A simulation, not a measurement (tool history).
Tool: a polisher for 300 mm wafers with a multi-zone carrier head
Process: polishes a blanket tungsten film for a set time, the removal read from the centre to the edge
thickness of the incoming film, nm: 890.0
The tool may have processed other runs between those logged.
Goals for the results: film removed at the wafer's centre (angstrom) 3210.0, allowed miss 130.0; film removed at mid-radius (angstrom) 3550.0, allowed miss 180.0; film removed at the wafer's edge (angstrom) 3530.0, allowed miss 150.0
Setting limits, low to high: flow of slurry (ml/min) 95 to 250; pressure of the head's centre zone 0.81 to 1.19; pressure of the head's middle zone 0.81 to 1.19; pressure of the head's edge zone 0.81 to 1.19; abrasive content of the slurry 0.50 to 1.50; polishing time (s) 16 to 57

| run | day | flow of slurry (ml/min) | pressure of the head's centre zone | pressure of the head's middle zone | pressure of the head's edge zone | abrasive content of the slurry | polishing time (s) | film removed at the wafer's centre (angstrom) | film removed at mid-radius (angstrom) | film removed at the wafer's edge (angstrom) |
|---|---|---|---|---|---|---|---|---|---|---|
| 1 | 0.000 | 160 | 1.00 | 1.00 | 1.00 | 1.00 | 36 | 2448.5 | 2499.3 | 2537.3 |
| 2 | 0.050 | 160 | 1.00 | 1.00 | 0.94 | 1.00 | 36 | 2414.0 | 2445.1 | 2480.9 |
| 3 | 0.204 | 165 | 0.99 | 1.01 | 0.97 | 1.15 | 38 | 2668.4 | 2818.2 | 2735.4 |
| 4 | 0.379 | 165 | 0.98 | 0.99 | 1.01 | 1.25 | 39 | 2764.6 | 2890.8 | 2942.6 |
| 5 | 0.642 | 170 | 0.98 | 1.00 | 1.04 | 1.30 | 39 | 2854.5 | 2880.9 | 3113.5 |
| 6 | 0.871 | 180 | 0.98 | 1.04 | 1.04 | 1.35 | 39 | 2925.7 | 3055.2 | 3163.4 |
| 7 | 1.221 | 185 | 0.98 | 1.07 | 1.05 | 1.40 | 39 | 2969.6 | 3248.1 | 3191.7 |
| 8 | 1.333 | 190 | 0.98 | 1.08 | 1.07 | 1.45 | 39 | 2999.4 | 3198.5 | 3280.9 |
| 9 | 1.562 | 195 | 0.98 | 1.09 | 1.08 | 1.45 | 39 | 2965.6 | 3296.9 | 3220.3 |
| 10 | 1.683 | 195 | 0.98 | 1.09 | 1.08 | 1.45 | 40 | 3086.1 | 3461.9 | 3309.9 |

4 next moves are on the table. One of them brings every result within its allowed miss. Which?
| A | 1.804 | 190 | 1.06 | 1.17 | 1.13 | 1.45 | 38 | ? | ? | ? |
| B | 1.804 | 200 | 0.85 | 1.14 | 1.11 | 1.35 | 44 | ? | ? | ? |
| C | 1.804 | 155 | 1.03 | 1.02 | 1.12 | 1.50 | 41 | ? | ? | ? |
| D | 1.804 | 195 | 0.97 | 1.09 | 1.08 | 1.45 | 42 | ? | ? | ? |

| move | film removed at the wafer's centre (angstrom) | film removed at mid-radius (angstrom) | film removed at the wafer's edge (angstrom) |
|---|---|---|---|
| A | 3217.1 | 3322.7 | 3176.4 |
| B | 2948.9 | 3730.5 | 3599.3 |
| C | 3261.9 | 3139.6 | 3359.1 |
| D | 3265.2 | 3493.6 | 3454.5 |
A: misses by more than the last run did
B: the worst result of the last run now meets its target, but another is out of spec
C: misses by more than the last run did
D: in spec on every target
The move that meets every target is D.
